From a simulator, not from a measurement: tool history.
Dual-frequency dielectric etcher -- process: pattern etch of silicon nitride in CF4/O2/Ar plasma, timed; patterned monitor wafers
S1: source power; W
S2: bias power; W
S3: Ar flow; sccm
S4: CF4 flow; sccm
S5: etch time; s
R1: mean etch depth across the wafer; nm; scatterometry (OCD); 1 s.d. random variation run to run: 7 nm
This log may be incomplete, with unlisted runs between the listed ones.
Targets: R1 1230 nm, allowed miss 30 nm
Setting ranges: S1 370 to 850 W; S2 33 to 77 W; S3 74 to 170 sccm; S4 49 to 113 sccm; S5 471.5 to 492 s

run    day   S1  S2   S3  S4     S5      R1
  1      0  610  55  122  81  471.5  996.89
  2  0.375  630  55  122  81  471.5  1015.9
  3  0.554  630  59  122  81  471.5  1039.1
  4  0.825  630  63  122  81  471.5  1081.2
  5  1.088  640  63  122  81  471.5  1074.9
  6  1.225  640  63  109  81  471.5    1104
  7  1.412  650  63  109  81  471.5  1114.5
  8  1.783  660  63  109  81  471.5  1116.7

Of the 5 settings listed for the next run, only one would bring every result within its allowed miss of target. Which one?
  A  2.154  730  55  117  82  484.5   ?
  B  2.154  630  64  105  80    492   ?
  C  2.154  700  62  106  81    490   ?
  D  2.154  680  62  119  86    477   ?
  E  2.154  700  51  109  89    485   ?

move      R1
   A  1163.2
   B  1143.2
   C  1214.6
   D  1140.7
   E    1126
A: nearer the targets than the last run, but a result is still out of spec
B: nearer the targets than the last run, but a result is still out of spec
C: in spec on every target
D: nearer the targets than the last run, but a result is still out of spec
E: nearer the targets than the last run, but a result is still out of spec
The right move is C.

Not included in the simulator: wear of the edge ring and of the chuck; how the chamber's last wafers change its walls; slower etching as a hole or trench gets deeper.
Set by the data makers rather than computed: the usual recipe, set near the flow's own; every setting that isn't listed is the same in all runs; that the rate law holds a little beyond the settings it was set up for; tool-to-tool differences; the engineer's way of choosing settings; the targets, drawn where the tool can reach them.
